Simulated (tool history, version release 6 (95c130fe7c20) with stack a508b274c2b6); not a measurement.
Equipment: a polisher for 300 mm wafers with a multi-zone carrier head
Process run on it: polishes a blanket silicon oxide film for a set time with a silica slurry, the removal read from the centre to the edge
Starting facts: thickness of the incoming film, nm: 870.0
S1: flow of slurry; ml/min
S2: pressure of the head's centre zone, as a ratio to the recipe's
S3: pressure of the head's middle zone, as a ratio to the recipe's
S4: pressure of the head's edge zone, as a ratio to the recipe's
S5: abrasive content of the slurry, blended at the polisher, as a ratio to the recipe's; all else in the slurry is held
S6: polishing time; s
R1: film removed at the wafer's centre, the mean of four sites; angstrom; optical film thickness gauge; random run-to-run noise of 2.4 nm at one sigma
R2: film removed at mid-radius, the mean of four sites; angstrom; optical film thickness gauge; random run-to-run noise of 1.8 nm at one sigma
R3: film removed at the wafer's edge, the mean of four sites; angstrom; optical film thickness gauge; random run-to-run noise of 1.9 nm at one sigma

run	day	S1	S2	S3	S4	S5	S6	R1	R2	R3
1	0.000	135	1.00	1.00	1.00	1.00	38	1711.7	1650.9	1700.7
2	0.088	135	1.00	1.04	1.00	1.00	38	1721.3	1758.3	1681.5
3	0.238	135	1.00	1.04	1.00	1.00	46	2063.8	2092.5	2028.6
4	0.588	135	1.04	1.01	0.97	0.85	44	1886.7	1822.9	1779.3
5	0.908	130	1.08	0.97	0.94	0.75	43	1739.1	1595.0	1528.4
6	1.208	150	1.08	0.97	0.94	0.75	43	1828.5	1617.8	1637.1
7	1.433	140	1.10	0.92	0.93	0.75	43	1806.9	1543.6	1601.2
8	1.579	130	1.12	0.89	0.91	0.70	43	1734.6	1384.0	1479.4

Run 9 has not been measured yet. What should we expect?
9	1.800	125	1.12	0.89	0.90	0.70	43	?	?	?

R1: 1669.7 angstrom
R2: 1357.1 angstrom
R3: 1469.4 angstrom
